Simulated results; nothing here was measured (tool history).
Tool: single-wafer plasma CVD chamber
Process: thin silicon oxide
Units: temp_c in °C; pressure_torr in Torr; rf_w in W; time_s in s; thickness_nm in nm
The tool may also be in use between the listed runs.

run 1 day=0.000 | temp_c=390 pressure_torr=0.758 rf_w=265 time_s=13.2 | thickness_nm=22.314
run 2 day=0.262 | temp_c=390 pressure_torr=0.758 rf_w=265 time_s=13.2 | thickness_nm=22.179
run 3 day=0.429 | temp_c=391 pressure_torr=0.658 rf_w=250 time_s=13.2 | thickness_nm=18.794
run 4 day=0.546 | temp_c=384 pressure_torr=0.658 rf_w=250 time_s=13.2 | thickness_nm=18.856
run 5 day=0.738 | temp_c=384 pressure_torr=0.658 rf_w=250 time_s=13.6 | thickness_nm=19.515
run 6 day=0.842 | temp_c=384 pressure_torr=0.592 rf_w=240 time_s=13.6 | thickness_nm=17.095
run 7 day=0.875 | temp_c=384 pressure_torr=0.547 rf_w=240 time_s=13.6 | thickness_nm=15.684
run 8 day=1.017 | temp_c=384 pressure_torr=0.522 rf_w=240 time_s=13.6 | thickness_nm=14.806
run 9 day=1.371 | temp_c=385 pressure_torr=0.509 rf_w=240 time_s=13.6 | thickness_nm=14.438
run 10 day=1.642 | temp_c=388 pressure_torr=0.503 rf_w=240 time_s=13.6 | thickness_nm=14.293
run 11 day=1.675 | temp_c=390 pressure_torr=0.497 rf_w=240 time_s=13.6 | thickness_nm=13.915

Forecast run 12:
run 12 day=1.825 | temp_c=391 pressure_torr=0.496 rf_w=240 time_s=13.6 | thickness_nm=?

Run 12 gave thickness_nm 14.006 nm.
